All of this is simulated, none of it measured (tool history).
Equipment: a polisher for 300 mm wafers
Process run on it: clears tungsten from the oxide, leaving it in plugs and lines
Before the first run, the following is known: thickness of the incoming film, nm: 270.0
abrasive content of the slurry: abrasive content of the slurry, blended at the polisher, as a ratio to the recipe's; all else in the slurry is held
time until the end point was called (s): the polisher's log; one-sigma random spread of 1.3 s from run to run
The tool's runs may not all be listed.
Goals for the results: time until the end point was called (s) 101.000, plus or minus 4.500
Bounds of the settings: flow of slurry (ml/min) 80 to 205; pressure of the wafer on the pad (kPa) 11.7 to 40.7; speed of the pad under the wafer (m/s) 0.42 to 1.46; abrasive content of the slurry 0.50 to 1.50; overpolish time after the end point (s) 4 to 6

run	hour	flow of slurry (ml/min)	pressure of the wafer on the pad (kPa)	speed of the pad under the wafer (m/s)	abrasive content of the slurry	overpolish time after the end point (s)	time until the end point was called (s)
1	0.0	135	26.2	0.94	1.00	6	39.835
2	4.9	135	23.4	0.88	1.00	6	48.845
3	11.6	135	23.4	0.68	1.00	6	61.980
4	12.9	135	21.4	0.68	1.00	6	66.946
# hour 18.7: head pressure recalibrated
5	18.7	135	19.3	0.68	1.00	6	78.034
6	19.4	135	18.6	0.68	1.00	6	80.206
7	21.7	135	17.9	0.68	1.00	6	82.838
8	25.0	135	17.2	0.68	1.00	6	85.222
9	30.2	135	16.5	0.68	1.00	6	87.386
10	38.9	135	15.9	0.68	1.00	6	90.657
11	43.8	135	15.2	0.68	1.00	6	93.566

Of the 4 settings listed for the next run, only one would bring every result within its allowed miss of target. Which one?
A	48.7	80	19.3	0.58	0.90	4	?
B	48.7	125	13.8	0.60	1.05	6	?
C	48.7	125	13.1	0.68	0.90	6	?
D	48.7	170	17.2	0.54	0.55	6	?

move	time until the end point was called (s)
A	102.090
B	113.050
C	107.580
D	115.600
A: meets every target
B: the result that was furthest off in the last run now lies on the other side of its target
C: the result that was furthest off in the last run now lies on the other side of its target
D: the result that was furthest off in the last run now lies on the other side of its target
So the answer is move A, the one that meets all the targets.
